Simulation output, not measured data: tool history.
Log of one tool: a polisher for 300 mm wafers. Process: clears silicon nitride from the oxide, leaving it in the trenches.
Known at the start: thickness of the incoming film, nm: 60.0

run,hour,flow of slurry (ml/min),pressure of the wafer on the pad (kPa),speed of the pad under the wafer (cm/s),overpolish time after the end point (s),time until the end point was called (s)
1,0,120,14.5,100,28,89.626
2,3.2,120,17.2,100,28,75.159
3,10.9,90,17.2,100,28,83.321
4,19.7,90,15.9,98,28,91.223
5,26.2,90,18.6,98,28,78.168
6,28.8,90,18.6,98,30,78.297
7,33,90,16.5,96,30,86.481
8,33.8,90,15.2,92,30,98.623

The next listed run, before its measurement:
9,41.7,90,13.8,90,30,?

Run 9 produced time until the end point was called (s) 108.26.
